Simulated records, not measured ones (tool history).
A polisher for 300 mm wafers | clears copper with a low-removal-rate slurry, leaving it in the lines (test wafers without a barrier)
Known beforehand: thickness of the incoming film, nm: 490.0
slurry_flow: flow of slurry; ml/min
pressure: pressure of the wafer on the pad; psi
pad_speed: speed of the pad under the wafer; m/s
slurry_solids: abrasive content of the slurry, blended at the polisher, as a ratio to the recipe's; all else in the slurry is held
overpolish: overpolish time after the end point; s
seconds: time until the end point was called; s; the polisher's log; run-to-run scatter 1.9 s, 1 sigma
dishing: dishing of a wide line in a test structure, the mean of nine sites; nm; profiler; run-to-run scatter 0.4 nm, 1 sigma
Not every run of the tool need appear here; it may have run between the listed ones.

| run | hour | slurry_flow | pressure | pad_speed | slurry_solids | overpolish | seconds | dishing |
|---|---|---|---|---|---|---|---|---|
| 1 | 0 | 220 | 2.9 | 1.16 | 1 | 12 | 128.62 | 32.329 |
| 2 | 6.4 | 220 | 3.5 | 1.16 | 1 | 12 | 105.76 | 38.145 |
| 3 | 8.5 | 215 | 3.1 | 1.16 | 1 | 13 | 121.56 | 37.347 |
| 4 | 10.8 | 215 | 3.1 | 1.16 | 0.9 | 13 | 122.04 | 35.988 |
| 5 | 11.4 | 215 | 2.8 | 1.16 | 0.95 | 14 | 130.66 | 35.768 |
| 6 | 20 | 215 | 2.8 | 1.16 | 0.95 | 16 | 132.44 | 40.195 |
| 7 | 20.9 | 215 | 2.6 | 1.16 | 0.95 | 16 | 146.07 | 37.848 |
| 8 | 22.2 | 215 | 2.5 | 1.16 | 0.95 | 16 | 150.43 | 37.194 |

Run 9, settings as shown, results not yet in. Your forecast:
| 9 | 25.2 | 215 | 2.4 | 1.16 | 0.95 | 16 | ? | ? |

seconds: 153.42 s
dishing: 35.531 nm
